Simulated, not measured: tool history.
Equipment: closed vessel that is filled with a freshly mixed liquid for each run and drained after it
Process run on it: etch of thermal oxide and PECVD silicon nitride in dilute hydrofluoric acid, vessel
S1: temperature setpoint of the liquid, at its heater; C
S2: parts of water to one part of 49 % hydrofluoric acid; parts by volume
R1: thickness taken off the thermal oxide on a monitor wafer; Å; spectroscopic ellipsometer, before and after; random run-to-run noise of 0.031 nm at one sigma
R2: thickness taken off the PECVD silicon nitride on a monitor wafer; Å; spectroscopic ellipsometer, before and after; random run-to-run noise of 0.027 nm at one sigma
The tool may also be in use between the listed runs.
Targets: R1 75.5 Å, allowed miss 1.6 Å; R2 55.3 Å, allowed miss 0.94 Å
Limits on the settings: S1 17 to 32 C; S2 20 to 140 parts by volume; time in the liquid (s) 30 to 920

Run 1, hour 0: S1 24 C, S2 75 parts by volume, time in the liquid (s) 470. Result: R1 300.57 Å, R2 201.07 Å.
Run 2, hour 4.8: S1 24 C, S2 85 parts by volume, time in the liquid (s) 440. Result: R1 244.56 Å, R2 164.63 Å.
Run 3, hour 5.4: S1 24 C, S2 85 parts by volume, time in the liquid (s) 520. Result: R1 289.59 Å, R2 194.58 Å.
Run 4, hour 7.7: S1 24 C, S2 85 parts by volume, time in the liquid (s) 635. Result: R1 352.61 Å, R2 239.58 Å.
Run 5, hour 10.9: S1 24 C, S2 85 parts by volume, time in the liquid (s) 780. Result: R1 432.35 Å, R2 291.82 Å.
Run 6, hour 11.9: S1 24 C, S2 95 parts by volume, time in the liquid (s) 675. Result: R1 331.42 Å, R2 226.08 Å.
Run 7, hour 19.3: S1 24 C, S2 105 parts by volume, time in the liquid (s) 575. Result: R1 254.43 Å, R2 173.31 Å.
Run 8, hour 22: S1 24 C, S2 110 parts by volume, time in the liquid (s) 480. Result: R1 199.93 Å, R2 139.81 Å.
Run 9, hour 24.3: S1 24 C, S2 115 parts by volume, time in the liquid (s) 420. Result: R1 165.49 Å, R2 116.32 Å.
Run 10, hour 26: S1 24 C, S2 120 parts by volume, time in the liquid (s) 375. Result: R1 141.06 Å, R2 100 Å.
Run 11, hour 29.7: S1 24 C, S2 125 parts by volume, time in the liquid (s) 345. Result: R1 124.34 Å, R2 88.597 Å.
Run 12, hour 31: S1 24 C, S2 130 parts by volume, time in the liquid (s) 320. Result: R1 110.54 Å, R2 79.172 Å.
Run 13, hour 33.5: S1 24 C, S2 130 parts by volume, time in the liquid (s) 300. Result: R1 103.46 Å, R2 74.244 Å.
Run 14, hour 39.8: S1 24 C, S2 130 parts by volume, time in the liquid (s) 285. Result: R1 98.457 Å, R2 70.408 Å.
Run 15, hour 43.4: S1 24 C, S2 130 parts by volume, time in the liquid (s) 275. Result: R1 94.606 Å, R2 67.995 Å.

Exactly one of the 5 candidate moves below puts every result within its allowed miss. Which one?
Run A, hour 47: S1 26.5 C, S2 140 parts by volume, time in the liquid (s) 190. Result: R1 ?, R2 ?.
Run B, hour 47: S1 24 C, S2 140 parts by volume, time in the liquid (s) 240. Result: R1 ?, R2 ?.
Run C, hour 47: S1 20 C, S2 135 parts by volume, time in the liquid (s) 285. Result: R1 ?, R2 ?.
Run D, hour 47: S1 29.5 C, S2 140 parts by volume, time in the liquid (s) 285. Result: R1 ?, R2 ?.
Run E, hour 47: S1 25 C, S2 125 parts by volume, time in the liquid (s) 320. Result: R1 ?, R2 ?.

move      R1      R2
   A  66.097  51.272
   B  75.921  55.176
   C  80.329  52.154
   D  110.78  92.789
   E  119.94  87.812
A: takes the result that was furthest off past its target
B: all results in spec
C: takes the result that was furthest off past its target
D: its largest miss is bigger than the last run's
E: its largest miss is bigger than the last run's
Correct choice: B, which meets every target
